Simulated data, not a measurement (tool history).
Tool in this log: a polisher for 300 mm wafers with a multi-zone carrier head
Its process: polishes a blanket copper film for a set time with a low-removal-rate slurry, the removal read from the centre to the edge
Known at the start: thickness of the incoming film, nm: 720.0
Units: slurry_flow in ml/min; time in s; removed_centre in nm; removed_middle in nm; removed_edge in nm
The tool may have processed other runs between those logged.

| run | hour | slurry_flow | centre_zone | middle_zone | edge_zone | slurry_solids | time | removed_centre | removed_middle | removed_edge |
|---|---|---|---|---|---|---|---|---|---|---|
| 1 | 0 | 150 | 1 | 1 | 1 | 1 | 65 | 124.42 | 120.72 | 121.78 |
| 2 | 4.1 | 150 | 1 | 1 | 1.03 | 1 | 65 | 123.79 | 119.1 | 124.42 |
| 3 | 10.3 | 145 | 1 | 0.98 | 1 | 0.95 | 65 | 124.4 | 115.19 | 121.87 |
| 4 | 13.7 | 145 | 1 | 0.98 | 0.98 | 0.9 | 64 | 119.15 | 111.75 | 116.23 |
| 5 | 21.5 | 140 | 1 | 0.97 | 0.96 | 0.9 | 64 | 118.48 | 109.11 | 113.49 |
| 6 | 28.7 | 140 | 0.93 | 0.97 | 0.96 | 0.9 | 64 | 109.83 | 110.01 | 114.15 |
| 7 | 29.7 | 135 | 0.94 | 0.96 | 0.94 | 0.9 | 64 | 110.69 | 110 | 111.15 |

Estimate the outcome of run 8 from the log above:
| 8 | 36 | 100 | 1 | 0.86 | 0.85 | 0.8 | 64 | ? | ? | ? |

{"run 8": {"removed_centre": 102.96, "removed_middle": 88.353, "removed_edge": 98.2}}
